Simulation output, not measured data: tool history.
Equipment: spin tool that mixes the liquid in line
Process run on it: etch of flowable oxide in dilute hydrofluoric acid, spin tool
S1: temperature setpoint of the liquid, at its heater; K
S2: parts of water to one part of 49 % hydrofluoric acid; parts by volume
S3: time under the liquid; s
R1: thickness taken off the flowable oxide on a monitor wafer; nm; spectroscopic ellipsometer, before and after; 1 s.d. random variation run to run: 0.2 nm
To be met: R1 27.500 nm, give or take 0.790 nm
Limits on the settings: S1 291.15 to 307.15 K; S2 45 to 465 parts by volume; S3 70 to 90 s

{"run": 1, "hour": 0.0, "S1": 299.15, "S2": 255, "S3": 90, "R1": 14.086}
{"run": 2, "hour": 4.6, "S1": 297.65, "S2": 255, "S3": 90, "R1": 13.363}
{"run": 3, "hour": 11.9, "S1": 297.65, "S2": 255, "S3": 90, "R1": 13.298}
{"run": 4, "hour": 16.9, "S1": 297.65, "S2": 255, "S3": 70, "R1": 10.406}
{"run": 5, "hour": 25.7, "S1": 299.15, "S2": 240, "S3": 70, "R1": 11.79}
{"run": 6, "hour": 34.3, "S1": 300.15, "S2": 210, "S3": 70, "R1": 14.349}
{"run": 7, "hour": 36.5, "S1": 301.15, "S2": 195, "S3": 70, "R1": 16.202}
{"run": 8, "hour": 37.8, "S1": 302.15, "S2": 185, "S3": 70, "R1": 18.339}
{"run": 9, "hour": 40.6, "S1": 302.65, "S2": 180, "S3": 70, "R1": 19.108}
{"run": 10, "hour": 47.3, "S1": 303.15, "S2": 175, "S3": 70, "R1": 20.085}
{"run": 11, "hour": 55.7, "S1": 303.65, "S2": 170, "S3": 70, "R1": 21.154}
{"run": 12, "hour": 62.1, "S1": 304.15, "S2": 165, "S3": 70, "R1": 22.478}
{"run": 13, "hour": 67.7, "S1": 304.65, "S2": 165, "S3": 70, "R1": 22.522}
{"run": 14, "hour": 73.0, "S1": 305.15, "S2": 160, "S3": 70, "R1": 24.263}
{"run": 15, "hour": 81.7, "S1": 305.65, "S2": 160, "S3": 70, "R1": 24.569}
{"run": 16, "hour": 84.7, "S1": 307.15, "S2": 145, "S3": 70, "R1": 29.343}
{"run": 17, "hour": 90.6, "S1": 306.65, "S2": 145, "S3": 70, "R1": 28.533}

Next run, 4 choices. One meets every target within its allowed miss, the rest don't. Which?
{"run": "A", "hour": 96.5, "S1": 305.15, "S2": 155, "S3": 85, "R1": "?"}
{"run": "B", "hour": 96.5, "S1": 305.65, "S2": 135, "S3": 70, "R1": "?"}
{"run": "C", "hour": 96.5, "S1": 301.65, "S2": 150, "S3": 85, "R1": "?"}
{"run": "D", "hour": 96.5, "S1": 307.15, "S2": 145, "S3": 70, "R1": "?"}

move=A R1=29.791
move=B R1=29.477
move=C R1=27.340
move=D R1=28.515
A: further off than the last run
B: further off than the last run
C: all results land within tolerance of their targets
D: about the same distance from the targets as the last run
Move C is the one to make.
